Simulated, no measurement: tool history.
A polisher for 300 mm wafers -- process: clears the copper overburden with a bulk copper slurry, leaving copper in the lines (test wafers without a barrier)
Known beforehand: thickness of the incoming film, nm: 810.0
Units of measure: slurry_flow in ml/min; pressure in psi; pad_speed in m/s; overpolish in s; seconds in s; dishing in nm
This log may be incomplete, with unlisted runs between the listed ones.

run,hour,slurry_flow,pressure,pad_speed,slurry_solids,overpolish,seconds,dishing
1,0.0,170,1.8,0.96,1.0,16,120.32,52.004
2,2.1,170,1.9,0.96,1.0,15,119.12,50.559
3,9.1,170,1.6,0.96,1.0,15,128.58,46.079
4,14.1,170,1.6,0.96,1.1,15,130.03,45.088
5,21.7,170,1.6,0.96,1.1,10,132.67,33.815
6,27.3,170,1.6,0.96,1.1,15,131.79,47.294
7,35.1,170,1.7,0.98,1.1,15,122.33,47.634
8,38.0,170,1.8,0.98,1.1,15,115.74,53.059

What does the tool deliver on the next run?
9,42.6,170,1.9,1.00,1.1,14,?,?

seconds: 111.76 s
dishing: 50.006 nm

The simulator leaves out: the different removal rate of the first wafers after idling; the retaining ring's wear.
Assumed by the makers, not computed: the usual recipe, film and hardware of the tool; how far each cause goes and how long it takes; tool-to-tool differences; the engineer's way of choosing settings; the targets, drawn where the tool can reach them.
